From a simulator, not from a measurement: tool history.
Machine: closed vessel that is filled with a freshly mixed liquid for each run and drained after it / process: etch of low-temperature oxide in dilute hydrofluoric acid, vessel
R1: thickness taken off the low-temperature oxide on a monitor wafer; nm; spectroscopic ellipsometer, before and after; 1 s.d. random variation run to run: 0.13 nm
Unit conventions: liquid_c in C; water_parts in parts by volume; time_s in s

run 1 day=0 | liquid_c=23 water_parts=155 time_s=195 | R1=19.871
run 2 day=0.217 | liquid_c=23 water_parts=155 time_s=195 | R1=19.724
run 3 day=0.375 | liquid_c=23 water_parts=130 time_s=195 | R1=24.568
run 4 day=0.742 | liquid_c=21 water_parts=145 time_s=195 | R1=20.08
run 5 day=1.021 | liquid_c=20 water_parts=155 time_s=195 | R1=17.556
run 6 day=1.292 | liquid_c=19 water_parts=160 time_s=195 | R1=16.429
run 7 day=1.425 | liquid_c=18.5 water_parts=165 time_s=195 | R1=15.452

What does the tool deliver on the next run?
run 8 day=1.783 | liquid_c=18 water_parts=165 time_s=195 | R1=?

{"run 8": {"R1": 15.116}}

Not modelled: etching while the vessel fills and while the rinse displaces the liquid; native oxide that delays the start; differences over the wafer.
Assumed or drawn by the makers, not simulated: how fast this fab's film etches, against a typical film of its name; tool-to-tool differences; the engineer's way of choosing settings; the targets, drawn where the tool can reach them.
